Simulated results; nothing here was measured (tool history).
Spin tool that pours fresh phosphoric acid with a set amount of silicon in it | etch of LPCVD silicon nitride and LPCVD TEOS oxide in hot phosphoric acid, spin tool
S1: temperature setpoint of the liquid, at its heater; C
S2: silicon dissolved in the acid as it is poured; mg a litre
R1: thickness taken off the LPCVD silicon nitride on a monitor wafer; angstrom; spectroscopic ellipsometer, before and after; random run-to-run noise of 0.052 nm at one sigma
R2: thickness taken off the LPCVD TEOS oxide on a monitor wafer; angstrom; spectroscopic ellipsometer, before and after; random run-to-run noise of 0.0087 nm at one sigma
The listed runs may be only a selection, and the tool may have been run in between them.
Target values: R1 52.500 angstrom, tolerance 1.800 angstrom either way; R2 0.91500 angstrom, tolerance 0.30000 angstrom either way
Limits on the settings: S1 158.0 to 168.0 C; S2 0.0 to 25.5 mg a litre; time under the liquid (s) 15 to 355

Run 1, hour 0.0: S1 163.0 C, S2 11.0 mg a litre, time under the liquid (s) 180. Result: R1 184.540 angstrom, R2 3.57480 angstrom.
Run 2, hour 6.7: S1 164.5 C, S2 11.0 mg a litre, time under the liquid (s) 180. Result: R1 195.370 angstrom, R2 4.25390 angstrom.
Run 3, hour 7.6: S1 164.5 C, S2 16.5 mg a litre, time under the liquid (s) 180. Result: R1 194.230 angstrom, R2 3.58520 angstrom.
Run 4, hour 11.3: S1 163.5 C, S2 16.5 mg a litre, time under the liquid (s) 180. Result: R1 184.940 angstrom, R2 3.20770 angstrom.
Run 5, hour 17.5: S1 162.0 C, S2 19.0 mg a litre, time under the liquid (s) 130. Result: R1 128.500 angstrom, R2 2.20560 angstrom.
Run 6, hour 23.3: S1 162.0 C, S2 15.5 mg a litre, time under the liquid (s) 130. Result: R1 127.660 angstrom, R2 2.21320 angstrom.
Run 7, hour 27.0: S1 161.0 C, S2 14.0 mg a litre, time under the liquid (s) 95. Result: R1 90.515 angstrom, R2 1.48760 angstrom.
Run 8, hour 28.4: S1 161.0 C, S2 14.0 mg a litre, time under the liquid (s) 95. Result: R1 91.343 angstrom, R2 1.52700 angstrom.
Run 9, hour 36.7: S1 158.5 C, S2 7.5 mg a litre, time under the liquid (s) 15. Result: R1 12.916 angstrom, R2 0.23728 angstrom.
Run 10, hour 39.1: S1 160.5 C, S2 8.0 mg a litre, time under the liquid (s) 15. Result: R1 13.987 angstrom, R2 0.27901 angstrom.
Run 11, hour 40.6: S1 161.5 C, S2 12.5 mg a litre, time under the liquid (s) 15. Result: R1 14.419 angstrom, R2 0.24497 angstrom.
Run 12, hour 43.5: S1 160.5 C, S2 16.0 mg a litre, time under the liquid (s) 20. Result: R1 18.737 angstrom, R2 0.32562 angstrom.
Run 13, hour 45.6: S1 158.0 C, S2 23.0 mg a litre, time under the liquid (s) 110. Result: R1 95.409 angstrom, R2 1.17320 angstrom.
Run 14, hour 46.5: S1 160.5 C, S2 22.0 mg a litre, time under the liquid (s) 110. Result: R1 103.090 angstrom, R2 1.59040 angstrom.
Run 15, hour 51.7: S1 160.5 C, S2 15.5 mg a litre, time under the liquid (s) 105. Result: R1 98.314 angstrom, R2 1.53710 angstrom.
Run 16, hour 57.4: S1 162.0 C, S2 16.0 mg a litre, time under the liquid (s) 105. Result: R1 103.480 angstrom, R2 1.56740 angstrom.
Run 17, hour 64.4: S1 162.0 C, S2 12.0 mg a litre, time under the liquid (s) 105. Result: R1 104.240 angstrom, R2 2.03940 angstrom.

Below are 4 possible settings for the next run. Only one of them brings all results inside the allowed miss of their targets. Which is it?
Run A, hour 71.4: S1 162.0 C, S2 11.5 mg a litre, time under the liquid (s) 50. Result: R1 ?, R2 ?.
Run B, hour 71.4: S1 161.5 C, S2 16.5 mg a litre, time under the liquid (s) 60. Result: R1 ?, R2 ?.
Run C, hour 71.4: S1 163.5 C, S2 16.0 mg a litre, time under the liquid (s) 50. Result: R1 ?, R2 ?.
Run D, hour 71.4: S1 160.5 C, S2 14.5 mg a litre, time under the liquid (s) 60. Result: R1 ?, R2 ?.

move      R1       R2
   A  48.979  0.72914
   B  57.804  0.74646
   C  51.478  0.72954
   D  55.904  0.72940
A: pushes the last run's worst result past its target
B: closer than the last run, but not yet in spec
C: each result inside its tolerance
D: closer than the last run, but not yet in spec
So the answer is move C, the one that meets all the targets.

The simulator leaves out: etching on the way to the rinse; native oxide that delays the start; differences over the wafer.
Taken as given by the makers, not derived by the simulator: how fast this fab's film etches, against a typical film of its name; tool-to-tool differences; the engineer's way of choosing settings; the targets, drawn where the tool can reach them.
